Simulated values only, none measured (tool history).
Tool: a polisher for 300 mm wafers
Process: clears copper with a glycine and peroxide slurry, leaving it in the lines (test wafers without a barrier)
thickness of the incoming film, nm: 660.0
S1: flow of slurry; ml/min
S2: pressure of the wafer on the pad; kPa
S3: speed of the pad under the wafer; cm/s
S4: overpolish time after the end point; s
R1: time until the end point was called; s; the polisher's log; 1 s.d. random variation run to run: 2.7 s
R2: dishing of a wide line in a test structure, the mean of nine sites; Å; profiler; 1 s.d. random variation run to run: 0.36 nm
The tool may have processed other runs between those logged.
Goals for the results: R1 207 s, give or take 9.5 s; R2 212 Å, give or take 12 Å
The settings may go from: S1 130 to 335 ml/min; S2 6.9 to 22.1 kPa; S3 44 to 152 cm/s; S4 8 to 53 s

run    day   S1    S2  S3  S4      R1      R2
  1      0  215  14.5  98  27  168.53  195.49
  2  0.267  255  14.5  98  27  168.08  200.18
  3    0.5  260  13.8  98  28  171.96  196.03
  4  0.712  265  13.8  94  31     173     204
  5  1.075  265  13.8  94  38  173.43  209.71
  6  1.267  265  13.1  94  38  181.74   202.2
  7  1.388  270  13.1  92  39  180.06   200.1
  8  1.654  275  13.1  86  40  187.12   206.3
     1.692  -- worn pad replaced by a new one
  9  1.692  280  13.1  84  41  174.37  208.73
 10  1.742  270  13.1  80  42  180.74  205.69
 11  2.038  280  12.4  78  44  189.32  214.26

Which of these 5 next moves meets every target?
  A  2.333  325  18.6  50  53   ?   ?
  B  2.333  280    11  80  39   ?   ?
  C  2.333  290  14.5  74  49   ?   ?
  D  2.333  285  14.5  60  52   ?   ?
  E  2.333  265  20.7  44  37   ?   ?

move      R1      R2
   A  167.48  211.23
   B  201.28  210.34
   C  171.16  208.32
   D  188.48  213.22
   E  165.78   210.1
A: lands further from the targets than the last run did
B: hits every target within its allowed miss
C: lands further from the targets than the last run did
D: about as far from the targets as the last run
E: lands further from the targets than the last run did
So the answer is move B, the one that meets all the targets.

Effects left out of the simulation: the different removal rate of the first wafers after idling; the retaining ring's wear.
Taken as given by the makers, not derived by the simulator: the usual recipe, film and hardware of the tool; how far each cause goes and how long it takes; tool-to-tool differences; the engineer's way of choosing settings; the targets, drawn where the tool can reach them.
